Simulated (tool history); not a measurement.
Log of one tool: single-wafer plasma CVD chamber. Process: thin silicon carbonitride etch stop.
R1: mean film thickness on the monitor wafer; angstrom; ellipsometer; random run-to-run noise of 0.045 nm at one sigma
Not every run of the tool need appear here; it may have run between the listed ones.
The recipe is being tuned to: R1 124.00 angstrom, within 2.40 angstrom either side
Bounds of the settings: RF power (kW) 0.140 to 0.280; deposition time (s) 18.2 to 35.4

{"run": 1, "hour": 0.0, "RF power (kW)": 0.21, "deposition time (s)": 26.8, "R1": 149.4}
{"run": 2, "hour": 6.3, "RF power (kW)": 0.2, "deposition time (s)": 26.1, "R1": 142.8}
{"run": 3, "hour": 14.6, "RF power (kW)": 0.23, "deposition time (s)": 26.1, "R1": 149.2}
{"run": 4, "hour": 19.7, "RF power (kW)": 0.22, "deposition time (s)": 25.5, "R1": 144.49}
{"run": 5, "hour": 27.3, "RF power (kW)": 0.21, "deposition time (s)": 25.1, "R1": 139.11}
{"run": 6, "hour": 34.8, "RF power (kW)": 0.21, "deposition time (s)": 27.6, "R1": 154.04}
{"run": 7, "hour": 43.6, "RF power (kW)": 0.2, "deposition time (s)": 26.9, "R1": 148.34}
{"run": 8, "hour": 50.2, "RF power (kW)": 0.195, "deposition time (s)": 26.2, "R1": 142.86}
{"run": 9, "hour": 54.7, "RF power (kW)": 0.19, "deposition time (s)": 25.7, "R1": 139.51}
{"run": 10, "hour": 57.2, "RF power (kW)": 0.185, "deposition time (s)": 25.3, "R1": 136.24}
{"run": 11, "hour": 58.8, "RF power (kW)": 0.18, "deposition time (s)": 25.0, "R1": 133.39}
{"run": 12, "hour": 59.6, "RF power (kW)": 0.175, "deposition time (s)": 24.8, "R1": 131.04}
{"run": 13, "hour": 62.4, "RF power (kW)": 0.17, "deposition time (s)": 24.7, "R1": 129.83}
{"run": 14, "hour": 70.0, "RF power (kW)": 0.165, "deposition time (s)": 24.6, "R1": 127.72}
{"run": 15, "hour": 72.5, "RF power (kW)": 0.16, "deposition time (s)": 24.6, "R1": 127.02}

Next run, 5 choices. One meets every target within its allowed miss, the rest don't. Which?
{"run": "A", "hour": 75.0, "RF power (kW)": 0.17, "deposition time (s)": 22.4, "R1": "?"}
{"run": "B", "hour": 75.0, "RF power (kW)": 0.14, "deposition time (s)": 26.1, "R1": "?"}
{"run": "C", "hour": 75.0, "RF power (kW)": 0.16, "deposition time (s)": 25.1, "R1": "?"}
{"run": "D", "hour": 75.0, "RF power (kW)": 0.155, "deposition time (s)": 24.2, "R1": "?"}
{"run": "E", "hour": 75.0, "RF power (kW)": 0.165, "deposition time (s)": 22.5, "R1": "?"}

move=A R1=117.75
move=B R1=129.79
move=C R1=129.67
move=D R1=123.89
move=E R1=117.26
A: the result that was furthest off in the last run now lies on the other side of its target
B: misses by more than the last run did
C: misses by more than the last run did
D: meets every target
E: the result that was furthest off in the last run now lies on the other side of its target
Answer: D
